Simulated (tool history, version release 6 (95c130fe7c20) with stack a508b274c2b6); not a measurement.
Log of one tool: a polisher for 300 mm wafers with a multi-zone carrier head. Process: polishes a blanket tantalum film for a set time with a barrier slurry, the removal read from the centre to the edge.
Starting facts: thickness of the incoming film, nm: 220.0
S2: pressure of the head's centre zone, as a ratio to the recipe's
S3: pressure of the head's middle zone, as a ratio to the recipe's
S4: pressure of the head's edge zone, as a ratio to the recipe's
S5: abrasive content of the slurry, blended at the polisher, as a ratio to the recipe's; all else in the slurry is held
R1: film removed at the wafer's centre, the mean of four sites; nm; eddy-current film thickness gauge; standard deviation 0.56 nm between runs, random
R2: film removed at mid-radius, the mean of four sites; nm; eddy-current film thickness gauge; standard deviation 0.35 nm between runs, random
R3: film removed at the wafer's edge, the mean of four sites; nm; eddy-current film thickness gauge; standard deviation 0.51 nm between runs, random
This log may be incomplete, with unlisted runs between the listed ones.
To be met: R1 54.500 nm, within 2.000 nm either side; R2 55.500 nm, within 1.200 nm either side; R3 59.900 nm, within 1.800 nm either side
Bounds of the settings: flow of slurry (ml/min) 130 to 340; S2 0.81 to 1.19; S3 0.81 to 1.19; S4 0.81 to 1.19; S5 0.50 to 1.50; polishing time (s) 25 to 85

{"run": 1, "hour": 0.0, "flow of slurry (ml/min)": 220, "S2": 1.0, "S3": 1.0, "S4": 1.0, "S5": 1.0, "polishing time (s)": 55, "R1": 41.491, "R2": 44.679, "R3": 44.725}
{"run": 2, "hour": 5.3, "flow of slurry (ml/min)": 225, "S2": 1.01, "S3": 1.0, "S4": 1.03, "S5": 1.1, "polishing time (s)": 55, "R1": 43.467, "R2": 46.347, "R3": 46.031}
{"run": 3, "hour": 13.1, "flow of slurry (ml/min)": 225, "S2": 1.01, "S3": 0.99, "S4": 1.05, "S5": 1.15, "polishing time (s)": 56, "R1": 44.16, "R2": 47.044, "R3": 47.876}
{"run": 4, "hour": 19.9, "flow of slurry (ml/min)": 230, "S2": 1.02, "S3": 0.99, "S4": 1.07, "S5": 1.2, "polishing time (s)": 57, "R1": 47.762, "R2": 49.06, "R3": 49.984}
{"run": 5, "hour": 22.5, "flow of slurry (ml/min)": 230, "S2": 1.08, "S3": 0.99, "S4": 1.07, "S5": 1.2, "polishing time (s)": 57, "R1": 49.338, "R2": 48.849, "R3": 49.838}
{"run": 6, "hour": 31.2, "flow of slurry (ml/min)": 235, "S2": 1.07, "S3": 0.99, "S4": 1.09, "S5": 1.25, "polishing time (s)": 57, "R1": 48.394, "R2": 49.512, "R3": 51.06}
{"run": 7, "hour": 39.0, "flow of slurry (ml/min)": 280, "S2": 1.13, "S3": 1.0, "S4": 1.19, "S5": 1.5, "polishing time (s)": 59, "R1": 58.42, "R2": 55.366, "R3": 58.506}
{"run": 8, "hour": 43.5, "flow of slurry (ml/min)": 280, "S2": 1.13, "S3": 1.0, "S4": 1.19, "S5": 1.5, "polishing time (s)": 59, "R1": 56.379, "R2": 54.763, "R3": 58.308}
{"run": 9, "hour": 45.4, "flow of slurry (ml/min)": 280, "S2": 1.12, "S3": 1.0, "S4": 1.19, "S5": 1.5, "polishing time (s)": 59, "R1": 55.969, "R2": 55.26, "R3": 58.263}

Below are 4 possible settings for the next run. Only one of them brings all results inside the allowed miss of their targets. Which is it?
{"run": "A", "hour": 47.3, "flow of slurry (ml/min)": 210, "S2": 1.16, "S3": 1.06, "S4": 1.12, "S5": 1.45, "polishing time (s)": 60, "R1": "?", "R2": "?", "R3": "?"}
{"run": "B", "hour": 47.3, "flow of slurry (ml/min)": 300, "S2": 1.05, "S3": 0.98, "S4": 1.18, "S5": 1.5, "polishing time (s)": 60, "R1": "?", "R2": "?", "R3": "?"}
{"run": "C", "hour": 47.3, "flow of slurry (ml/min)": 290, "S2": 1.08, "S3": 1.04, "S4": 1.18, "S5": 1.5, "polishing time (s)": 57, "R1": "?", "R2": "?", "R3": "?"}
{"run": "D", "hour": 47.3, "flow of slurry (ml/min)": 270, "S2": 1.03, "S3": 0.93, "S4": 1.19, "S5": 1.5, "polishing time (s)": 61, "R1": "?", "R2": "?", "R3": "?"}

move=A R1=57.503 R2=56.630 R3=55.561
move=B R1=55.608 R2=55.487 R3=59.236
move=C R1=53.903 R2=55.246 R3=56.092
move=D R1=55.009 R2=53.446 R3=60.060
A: lands further from the targets than the last run did
B: all results land within tolerance of their targets
C: lands further from the targets than the last run did
D: brings the last run's worst result on target, with another outside its allowed miss
So the answer is move B, the one that meets all the targets.
